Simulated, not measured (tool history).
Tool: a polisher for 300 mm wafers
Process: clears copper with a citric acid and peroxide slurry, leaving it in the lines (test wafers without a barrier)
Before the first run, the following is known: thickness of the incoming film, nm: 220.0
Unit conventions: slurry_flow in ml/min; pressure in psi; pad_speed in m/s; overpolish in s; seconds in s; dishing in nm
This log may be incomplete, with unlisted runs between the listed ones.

| run | day | slurry_flow | pressure | pad_speed | slurry_solids | overpolish | seconds | dishing |
|---|---|---|---|---|---|---|---|---|
| 1 | 0 | 210 | 3.9 | 1.06 | 1 | 28 | 72.472 | 55.263 |
| 2 | 0.142 | 210 | 4.1 | 1.06 | 1 | 30 | 69.018 | 60.704 |
| 3 | 0.471 | 210 | 4.1 | 1.24 | 1 | 30 | 58.524 | 66.961 |
| 4 | 0.8 | 210 | 4.1 | 1 | 1 | 30 | 73.592 | 57.718 |
| 5 | 1.138 | 210 | 4.1 | 1 | 1 | 23 | 73.09 | 46.397 |
| 6 | 1.254 | 260 | 4.1 | 1 | 1 | 23 | 71.655 | 46.031 |

For run 7, what comes out?
| 7 | 1.296 | 260 | 4.3 | 1 | 1 | 26 | ? | ? |

Run 7 came out at seconds 67.752 s, dishing 53.591 nm.
